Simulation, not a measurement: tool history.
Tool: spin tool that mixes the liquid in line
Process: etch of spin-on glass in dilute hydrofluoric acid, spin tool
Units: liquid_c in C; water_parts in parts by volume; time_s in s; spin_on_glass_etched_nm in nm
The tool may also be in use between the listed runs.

run,day,liquid_c,water_parts,time_s,spin_on_glass_etched_nm
1,0.000,23.0,140,90,18.072
2,0.262,23.0,140,65,13.119
3,0.462,23.0,95,65,20.321
4,0.667,22.0,105,65,17.620
5,1.029,21.0,110,65,16.061
6,1.154,19.5,110,65,14.922
7,1.442,19.0,115,65,13.922
8,1.812,19.0,115,65,14.074
9,1.988,18.5,120,65,13.072

The next listed run, before its measurement:
10,2.096,18.0,125,65,?

Run 10 gave spin_on_glass_etched_nm 12.252 nm.

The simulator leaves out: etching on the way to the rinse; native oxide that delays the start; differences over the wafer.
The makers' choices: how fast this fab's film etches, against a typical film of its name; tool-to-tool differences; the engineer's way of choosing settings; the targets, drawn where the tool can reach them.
